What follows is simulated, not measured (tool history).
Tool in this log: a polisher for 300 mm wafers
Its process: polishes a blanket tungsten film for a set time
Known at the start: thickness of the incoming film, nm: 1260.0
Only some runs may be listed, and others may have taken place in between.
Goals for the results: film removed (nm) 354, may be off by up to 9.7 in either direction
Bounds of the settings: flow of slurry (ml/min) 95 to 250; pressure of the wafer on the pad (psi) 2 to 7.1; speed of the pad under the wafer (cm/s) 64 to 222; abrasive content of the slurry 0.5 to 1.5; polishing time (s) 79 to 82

run	hour	flow of slurry (ml/min)	pressure of the wafer on the pad (psi)	speed of the pad under the wafer (cm/s)	abrasive content of the slurry	polishing time (s)	film removed (nm)
1	0	160	4.5	142	1	79	640.99
2	1.3	160	4.5	164	1	79	720.23
3	7	135	4.5	164	1	79	698.78
4	14	135	3.9	164	1	79	603.36
5	18	130	3.3	162	1	79	510.22
6	24	130	3.3	132	1	79	421.92
7	33	125	3.1	132	1	79	394.75
8	35.7	120	3	132	1	79	383.91
9	42.8	115	2.9	132	1	79	365.09

Next run, 5 choices. One meets every target within its allowed miss, the rest don't. Which?
A	49.9	130	3	128	1.05	81	?
B	49.9	150	2.1	148	1.3	79	?
C	49.9	110	2.5	144	1.05	82	?
D	49.9	115	3.3	104	1	79	?
E	49.9	95	2.2	174	0.9	80	?

move	film removed (nm)
A	389.51
B	332.11
C	352.21
D	335.22
E	333.31
A: misses by more than the last run did
B: the result that was furthest off in the last run now lies on the other side of its target
C: all results land within tolerance of their targets
D: the result that was furthest off in the last run now lies on the other side of its target
E: the result that was furthest off in the last run now lies on the other side of its target
The move that meets every target is C.

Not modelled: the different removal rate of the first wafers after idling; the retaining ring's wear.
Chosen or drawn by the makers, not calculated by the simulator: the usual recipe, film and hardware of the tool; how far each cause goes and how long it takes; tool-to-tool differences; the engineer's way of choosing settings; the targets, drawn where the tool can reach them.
